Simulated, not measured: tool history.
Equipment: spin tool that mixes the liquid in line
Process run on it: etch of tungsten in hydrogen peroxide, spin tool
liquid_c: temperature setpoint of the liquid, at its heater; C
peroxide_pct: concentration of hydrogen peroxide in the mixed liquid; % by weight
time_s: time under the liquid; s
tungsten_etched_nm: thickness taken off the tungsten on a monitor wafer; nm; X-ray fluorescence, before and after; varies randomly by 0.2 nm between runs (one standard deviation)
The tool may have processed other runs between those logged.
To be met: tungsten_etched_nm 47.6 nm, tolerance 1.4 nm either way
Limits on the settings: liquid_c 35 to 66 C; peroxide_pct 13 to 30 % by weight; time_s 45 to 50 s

| run | day | liquid_c | peroxide_pct | time_s | tungsten_etched_nm |
|---|---|---|---|---|---|
| 1 | 0 | 51 | 24 | 45 | 53.198 |
| 2 | 0.204 | 50 | 24 | 45 | 50.206 |
| 3 | 0.554 | 54 | 24 | 45 | 63.891 |
| 4 | 0.875 | 53.5 | 24 | 45 | 62.049 |
| 5 | 1.229 | 53 | 24 | 45 | 60.204 |
| 6 | 1.467 | 52.5 | 24 | 45 | 58.006 |
| 7 | 1.538 | 52 | 24 | 45 | 56.914 |
| 8 | 1.717 | 48.5 | 24 | 45 | 45.486 |

Exactly one of the 5 candidate moves below puts every result within its allowed miss. Which one?
| A | 1.896 | 48 | 22.5 | 50 | ? |
| B | 1.896 | 50 | 24.5 | 45 | ? |
| C | 1.896 | 47.5 | 25.5 | 45 | ? |
| D | 1.896 | 50.5 | 17 | 45 | ? |
| E | 1.896 | 49 | 21.5 | 45 | ? |

| move | tungsten_etched_nm |
|---|---|
| A | 47.875 |
| B | 50.846 |
| C | 44.47 |
| D | 43.667 |
| E | 44.799 |
A: every result within its allowed miss
B: pushes the last run's worst result past its target
C: misses by more than the last run did
D: misses by more than the last run did
E: misses by more than the last run did
Go with A: it meets all targets.
